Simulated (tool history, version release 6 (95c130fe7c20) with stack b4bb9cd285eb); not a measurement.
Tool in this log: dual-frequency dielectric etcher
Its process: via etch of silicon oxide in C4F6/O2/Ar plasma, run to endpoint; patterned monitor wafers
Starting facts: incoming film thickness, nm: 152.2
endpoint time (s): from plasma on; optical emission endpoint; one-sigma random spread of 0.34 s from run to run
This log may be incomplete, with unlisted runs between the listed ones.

run,hour,bias power (kW),source power (kW),Ar flow (sccm),endpoint time (s)
1,0.0,0.520,0.430,319,31.346
2,4.4,0.490,0.410,322,33.334
3,7.5,0.490,0.410,357,33.610
4,8.0,0.570,0.410,357,31.208
# hour 15.9: source power generator calibrated
5,15.9,0.570,0.410,309,29.698
6,22.9,0.536,0.400,311,31.689
7,30.8,0.510,0.390,312,32.918
8,38.0,0.490,0.390,313,32.667
9,43.0,0.465,0.380,317,34.186

For run 10, what comes out?
10,49.2,0.449,0.370,319,?

endpoint time (s): 35.001
